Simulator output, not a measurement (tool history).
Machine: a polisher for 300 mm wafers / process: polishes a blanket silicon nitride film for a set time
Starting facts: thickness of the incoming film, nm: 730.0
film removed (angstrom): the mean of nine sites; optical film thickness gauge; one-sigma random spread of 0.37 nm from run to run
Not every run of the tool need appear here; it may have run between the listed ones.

run  hour  flow of slurry (ml/min)  pressure of the wafer on the pad (psi)  speed of the pad under the wafer (cm/s)  polishing time (s)  film removed (angstrom)
  1     0                      290                                     3.2                                       92                  29                    436.8
  2   1.7                      290                                     3.2                                       74                  29                   360.52
  3   9.6                      290                                     3.2                                       58                  29                   301.42
  4  11.4                      255                                     3.2                                       58                  29                   294.18
  5  12.2                      255                                     3.2                                       58                  29                   299.72
  6  17.8                      260                                     3.8                                       58                  29                   349.65
  7  23.6                      280                                     4.2                                       60                  29                   396.45
  8  26.6                      290                                     4.4                                       62                  29                   433.66
  9  27.8                      305                                     4.6                                       62                  29                   451.11
 10    29                      305                                     4.7                                       64                  29                   473.54
 11  32.9                      305                                     4.8                                       66                  29                   494.98

Run 12 comes next. What will it give?
 12  39.9                      305                                     4.9                                       66                  29                        ?

Run 12 measured film removed (angstrom) 503.52.
